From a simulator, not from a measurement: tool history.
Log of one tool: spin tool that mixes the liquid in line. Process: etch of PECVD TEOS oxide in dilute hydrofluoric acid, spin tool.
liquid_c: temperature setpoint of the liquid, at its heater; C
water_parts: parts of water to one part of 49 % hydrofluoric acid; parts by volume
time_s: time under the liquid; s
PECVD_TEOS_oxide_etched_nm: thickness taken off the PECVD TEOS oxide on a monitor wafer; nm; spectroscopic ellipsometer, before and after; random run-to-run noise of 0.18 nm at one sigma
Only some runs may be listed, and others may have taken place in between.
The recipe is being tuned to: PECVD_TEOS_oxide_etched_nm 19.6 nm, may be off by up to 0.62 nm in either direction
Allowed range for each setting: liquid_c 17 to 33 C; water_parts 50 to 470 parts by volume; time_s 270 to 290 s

Run 1, hour 0: liquid_c 25 C, water_parts 260 parts by volume, time_s 270 s. Result: PECVD_TEOS_oxide_etched_nm 10.928 nm.
Run 2, hour 7: liquid_c 25 C, water_parts 260 parts by volume, time_s 270 s. Result: PECVD_TEOS_oxide_etched_nm 11.048 nm.
Run 3, hour 15.9: liquid_c 25 C, water_parts 260 parts by volume, time_s 270 s. Result: PECVD_TEOS_oxide_etched_nm 11.024 nm.
Run 4, hour 22.8: liquid_c 22.5 C, water_parts 260 parts by volume, time_s 270 s. Result: PECVD_TEOS_oxide_etched_nm 10.002 nm.
Run 5, hour 30.8: liquid_c 22.5 C, water_parts 260 parts by volume, time_s 290 s. Result: PECVD_TEOS_oxide_etched_nm 10.889 nm.
Run 6, hour 35.4: liquid_c 19.5 C, water_parts 260 parts by volume, time_s 290 s. Result: PECVD_TEOS_oxide_etched_nm 9.5957 nm.
Run 7, hour 44.4: liquid_c 21 C, water_parts 255 parts by volume, time_s 290 s. Result: PECVD_TEOS_oxide_etched_nm 10.538 nm.
Run 8, hour 45.7: liquid_c 25 C, water_parts 215 parts by volume, time_s 290 s. Result: PECVD_TEOS_oxide_etched_nm 14.834 nm.
Run 9, hour 48.7: liquid_c 26 C, water_parts 215 parts by volume, time_s 290 s. Result: PECVD_TEOS_oxide_etched_nm 15.447 nm.
Run 10, hour 53.9: liquid_c 30 C, water_parts 210 parts by volume, time_s 290 s. Result: PECVD_TEOS_oxide_etched_nm 18.657 nm.

Pick the move, out of 5, that brings all results within their allowed miss; only one does.
Run A, hour 59.1: liquid_c 28.5 C, water_parts 205 parts by volume, time_s 290 s. Result: PECVD_TEOS_oxide_etched_nm ?.
Run B, hour 59.1: liquid_c 26.5 C, water_parts 180 parts by volume, time_s 290 s. Result: PECVD_TEOS_oxide_etched_nm ?.
Run C, hour 59.1: liquid_c 30.5 C, water_parts 200 parts by volume, time_s 270 s. Result: PECVD_TEOS_oxide_etched_nm ?.
Run D, hour 59.1: liquid_c 30 C, water_parts 215 parts by volume, time_s 290 s. Result: PECVD_TEOS_oxide_etched_nm ?.
Run E, hour 59.1: liquid_c 30 C, water_parts 215 parts by volume, time_s 280 s. Result: PECVD_TEOS_oxide_etched_nm ?.

move  PECVD_TEOS_oxide_etched_nm
   A                      18.056
   B                      19.715
   C                      18.582
   D                      17.919
   E                      17.301
A: the biggest miss grows against the last run
B: meets every target
C: the biggest miss grows against the last run
D: the biggest miss grows against the last run
E: the biggest miss grows against the last run
The move that meets every target is B.
